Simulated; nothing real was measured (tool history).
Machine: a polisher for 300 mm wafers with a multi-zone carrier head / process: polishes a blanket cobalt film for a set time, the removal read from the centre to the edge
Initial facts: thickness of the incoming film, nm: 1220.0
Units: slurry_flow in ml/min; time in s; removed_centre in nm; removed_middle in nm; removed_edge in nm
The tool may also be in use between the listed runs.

| run | hour | slurry_flow | centre_zone | middle_zone | edge_zone | time | removed_centre | removed_middle | removed_edge |
|---|---|---|---|---|---|---|---|---|---|
| 1 | 0.0 | 170 | 1.00 | 1.00 | 1.00 | 44 | 195.46 | 199.71 | 199.35 |
| 2 | 3.4 | 165 | 0.98 | 0.99 | 0.99 | 43 | 185.62 | 189.69 | 193.90 |
| 3 | 12.2 | 165 | 0.98 | 0.99 | 0.99 | 37 | 162.33 | 168.26 | 165.59 |
| 4 | 13.6 | 165 | 0.94 | 0.99 | 0.99 | 37 | 153.88 | 167.92 | 165.30 |
| 5 | 16.4 | 165 | 0.94 | 0.99 | 1.07 | 37 | 151.93 | 169.20 | 170.67 |
| 6 | 16.9 | 160 | 0.94 | 0.99 | 1.07 | 37 | 152.19 | 166.34 | 174.93 |

What does the tool deliver on the next run?
| 7 | 25.7 | 155 | 0.93 | 0.99 | 1.06 | 37 | ? | ? | ? |

Run 7 yielded removed_centre 150.89 nm, removed_middle 166.21 nm, removed_edge 168.10 nm.

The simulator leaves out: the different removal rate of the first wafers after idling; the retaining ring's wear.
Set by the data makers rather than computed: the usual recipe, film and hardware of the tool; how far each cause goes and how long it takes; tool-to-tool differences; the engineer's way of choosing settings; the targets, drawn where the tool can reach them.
